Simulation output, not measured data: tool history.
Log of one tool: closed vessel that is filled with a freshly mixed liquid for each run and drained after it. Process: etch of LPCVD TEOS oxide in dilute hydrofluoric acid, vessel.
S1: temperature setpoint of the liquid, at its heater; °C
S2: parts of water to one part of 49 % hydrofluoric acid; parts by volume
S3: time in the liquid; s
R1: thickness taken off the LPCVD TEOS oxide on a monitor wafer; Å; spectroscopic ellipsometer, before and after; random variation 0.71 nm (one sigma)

run  hour    S1  S2  S3      R1
  1   0.0  26.0  95  85  343.15
  2   5.6  26.0  95  85  344.17
  3  11.5  23.5  95  85  316.04
  4  18.6  23.5  95  85  314.92
  5  22.9  23.5  95  95  350.25
  6  31.0  25.0  90  95  386.44
  7  36.0  26.5  80  95  468.00
  8  41.2  27.5  75  95  530.09
  9  49.7  28.5  70  95  597.50
 10  57.7  29.5  70  95  626.33
 11  63.4  30.0  70  95  634.79
 12  70.1  30.5  70  95  639.79

What will run 13 give?
 13  74.5  34.0  50  95   ?

{"run 13": {"R1": 1050.1}}

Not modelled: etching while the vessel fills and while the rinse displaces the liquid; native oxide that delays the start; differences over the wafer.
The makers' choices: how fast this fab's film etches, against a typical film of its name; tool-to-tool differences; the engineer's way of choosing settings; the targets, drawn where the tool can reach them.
